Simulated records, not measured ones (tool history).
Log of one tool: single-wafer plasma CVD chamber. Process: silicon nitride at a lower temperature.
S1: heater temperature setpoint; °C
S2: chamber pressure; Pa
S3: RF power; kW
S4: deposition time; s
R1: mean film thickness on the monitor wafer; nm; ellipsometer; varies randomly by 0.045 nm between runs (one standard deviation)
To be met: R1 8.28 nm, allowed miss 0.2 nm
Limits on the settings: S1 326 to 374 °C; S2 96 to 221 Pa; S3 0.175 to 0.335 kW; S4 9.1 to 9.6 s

{"run": 1, "hour": 0.0, "S1": 350, "S2": 159, "S3": 0.255, "S4": 9.6, "R1": 9.0342}
{"run": 2, "hour": 0.6, "S1": 350, "S2": 152, "S3": 0.25, "S4": 9.6, "R1": 8.7689}
{"run": 3, "hour": 2.6, "S1": 350, "S2": 148, "S3": 0.25, "S4": 9.6, "R1": 8.6465}
{"run": 4, "hour": 11.3, "S1": 340, "S2": 148, "S3": 0.25, "S4": 9.6, "R1": 8.8139}
{"run": 5, "hour": 18.4, "S1": 340, "S2": 148, "S3": 0.25, "S4": 9.6, "R1": 8.7932}
{"run": 6, "hour": 20.4, "S1": 340, "S2": 144, "S3": 0.25, "S4": 9.6, "R1": 8.6232}
{"run": 7, "hour": 26.3, "S1": 340, "S2": 141, "S3": 0.25, "S4": 9.6, "R1": 8.5396}
{"run": 8, "hour": 29.7, "S1": 340, "S2": 140, "S3": 0.25, "S4": 9.6, "R1": 8.6417}
{"run": 9, "hour": 36.9, "S1": 340, "S2": 137, "S3": 0.25, "S4": 9.6, "R1": 8.4856}

Pick the move, out of 5, that brings all results within their allowed miss; only one does.
{"run": "A", "hour": 44.1, "S1": 340, "S2": 136, "S3": 0.255, "S4": 9.6, "R1": "?"}
{"run": "B", "hour": 44.1, "S1": 340, "S2": 148, "S3": 0.245, "S4": 9.6, "R1": "?"}
{"run": "C", "hour": 44.1, "S1": 340, "S2": 161, "S3": 0.255, "S4": 9.6, "R1": "?"}
{"run": "D", "hour": 44.1, "S1": 338, "S2": 132, "S3": 0.245, "S4": 9.6, "R1": "?"}
{"run": "E", "hour": 44.1, "S1": 340, "S2": 173, "S3": 0.22, "S4": 9.1, "R1": "?"}

move=A R1=8.549
move=B R1=8.5398
move=C R1=9.1131
move=D R1=8.1775
move=E R1=7.7855
A: its largest miss is bigger than the last run's
B: its largest miss is bigger than the last run's
C: its largest miss is bigger than the last run's
D: all results land within tolerance of their targets
E: takes the biggest miss from the last run beyond its target
D is the move that brings every result within its allowed miss.
